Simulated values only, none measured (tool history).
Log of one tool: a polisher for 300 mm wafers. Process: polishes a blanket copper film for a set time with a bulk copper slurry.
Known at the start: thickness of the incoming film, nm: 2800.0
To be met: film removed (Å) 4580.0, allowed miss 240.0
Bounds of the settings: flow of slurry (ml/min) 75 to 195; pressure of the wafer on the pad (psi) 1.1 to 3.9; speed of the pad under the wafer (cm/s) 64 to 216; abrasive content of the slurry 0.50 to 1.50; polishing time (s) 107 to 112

run,hour,flow of slurry (ml/min),pressure of the wafer on the pad (psi),speed of the pad under the wafer (cm/s),abrasive content of the slurry,polishing time (s),film removed (Å)
1,0.0,125,2.5,140,1.00,107,12088.0
2,0.9,125,2.5,140,1.15,107,12616.0
3,6.2,115,2.5,140,1.15,107,12428.0
4,13.4,130,2.5,140,1.15,107,12846.0
5,17.5,130,2.5,120,1.15,107,11243.0
6,19.5,130,2.5,120,1.15,112,11953.0
7,22.3,125,2.0,102,1.15,111,7993.3
8,28.2,120,1.7,98,1.15,111,6700.5
9,35.0,115,1.5,94,1.15,111,5529.6
10,42.9,105,1.4,94,1.15,111,5089.0
11,51.7,100,1.4,94,1.15,111,5033.7

4 next moves are on the table. One of them brings every result within its allowed miss. Which?
A,60.5,120,1.4,110,1.15,112,?
B,60.5,180,1.2,86,1.15,110,?
C,60.5,115,1.1,92,1.25,107,?
D,60.5,75,1.3,86,1.20,112,?

move,film removed (Å)
A,6137.0
B,4574.1
C,4053.5
D,4059.9
A: further off than the last run
B: meets every target
C: takes the result that was furthest off past its target
D: takes the result that was furthest off past its target
Answer: B

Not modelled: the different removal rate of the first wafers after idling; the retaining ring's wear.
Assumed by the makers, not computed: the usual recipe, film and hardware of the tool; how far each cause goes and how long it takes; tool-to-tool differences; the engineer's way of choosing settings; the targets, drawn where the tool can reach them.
